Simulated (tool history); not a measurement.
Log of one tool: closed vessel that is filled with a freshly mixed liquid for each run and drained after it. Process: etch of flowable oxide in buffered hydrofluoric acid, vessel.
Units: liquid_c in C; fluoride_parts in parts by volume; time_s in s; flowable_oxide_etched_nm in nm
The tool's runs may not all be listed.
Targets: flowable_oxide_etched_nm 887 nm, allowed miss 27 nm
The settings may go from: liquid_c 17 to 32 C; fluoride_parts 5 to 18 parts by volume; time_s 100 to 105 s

run	hour	liquid_c	fluoride_parts	time_s	flowable_oxide_etched_nm
1	0	24	11	100	374.1
2	5.2	24	9	100	444.61
3	7.3	24	9	105	455.59
4	9.2	26	8	105	585.76
5	10.6	27.5	8	105	629.77
6	13.1	28.5	7.5	105	702.48
7	14	29.5	7.5	105	756.67
8	20.3	30	7.5	105	757.99
9	23.9	30.5	7.5	105	786.81
10	30.1	32	7	105	921.45

4 next moves are on the table. One of them brings every result within its allowed miss. Which?
A	36.3	31.5	6	100	?
B	36.3	29.5	6	100	?
C	36.3	31	6	100	?
D	36.3	28.5	5.5	105	?

move	flowable_oxide_etched_nm
A	986.58
B	887.84
C	961.03
D	951.43
A: further off than the last run
B: meets every target
C: further off than the last run
D: further off than the last run
The right move is B.
